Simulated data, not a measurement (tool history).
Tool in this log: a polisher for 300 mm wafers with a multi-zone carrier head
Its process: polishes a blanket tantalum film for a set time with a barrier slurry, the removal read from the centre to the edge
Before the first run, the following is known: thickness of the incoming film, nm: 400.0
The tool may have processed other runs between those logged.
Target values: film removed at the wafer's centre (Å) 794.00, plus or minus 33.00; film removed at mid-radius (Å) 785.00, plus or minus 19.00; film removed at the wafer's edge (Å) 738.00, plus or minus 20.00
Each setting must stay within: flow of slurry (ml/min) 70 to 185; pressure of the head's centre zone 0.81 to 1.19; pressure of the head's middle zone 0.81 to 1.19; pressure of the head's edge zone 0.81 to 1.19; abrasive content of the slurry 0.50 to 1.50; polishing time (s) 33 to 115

run	hour	flow of slurry (ml/min)	pressure of the head's centre zone	pressure of the head's middle zone	pressure of the head's edge zone	abrasive content of the slurry	polishing time (s)	film removed at the wafer's centre (Å)	film removed at mid-radius (Å)	film removed at the wafer's edge (Å)
1	0.0	120	1.00	1.00	1.00	1.00	73	1315.80	1311.10	1292.90
2	7.9	120	1.00	0.94	1.00	1.00	73	1303.00	1247.20	1311.10
3	9.7	115	1.00	0.95	0.97	0.90	69	1180.10	1123.70	1147.90
4	17.4	110	0.99	0.95	0.94	0.85	67	1082.40	1060.70	1080.00
5	26.2	110	0.99	0.95	0.94	0.85	54	871.93	847.70	860.40
6	35.0	105	0.99	0.96	0.92	0.85	54	862.11	849.34	846.30
7	41.1	100	0.99	0.96	0.90	0.85	54	855.11	837.32	827.23
8	42.9	95	0.99	0.96	0.88	0.85	54	827.36	821.16	814.90
9	49.4	85	1.06	1.01	0.81	0.65	53	739.61	712.87	671.95
10	56.4	90	1.05	1.01	0.82	0.65	53	732.13	723.70	676.85
11	57.1	95	1.05	1.01	0.83	0.65	53	770.36	732.84	682.26
12	62.8	100	1.04	1.01	0.84	0.65	53	783.22	760.01	687.43
13	64.9	100	1.03	1.01	0.85	0.65	53	759.87	762.52	704.82
14	68.0	100	1.03	1.01	0.86	0.65	53	775.66	743.02	703.61
15	76.9	100	1.02	1.01	0.86	0.65	53	752.00	748.12	699.27
16	82.1	105	1.02	1.01	0.87	0.65	53	767.83	757.23	714.05

Which single option among these 4 for the next run brings every result within its allowed miss of target? Just one does.
A	87.3	125	1.04	1.05	0.96	0.50	59	?	?	?
B	87.3	95	0.94	1.06	0.89	0.70	53	?	?	?
C	87.3	100	0.99	0.94	0.91	0.65	55	?	?	?
D	87.3	115	1.03	1.01	0.87	0.70	49	?	?	?

move	film removed at the wafer's centre (Å)	film removed at mid-radius (Å)	film removed at the wafer's edge (Å)
A	788.07	786.56	743.45
B	709.62	800.18	742.69
C	761.68	741.05	759.74
D	768.76	754.35	707.08
A: all results land within tolerance of their targets
B: brings the last run's worst result on target, with another outside its allowed miss
C: the biggest miss grows against the last run
D: the biggest miss grows against the last run
Move A is the one to make.
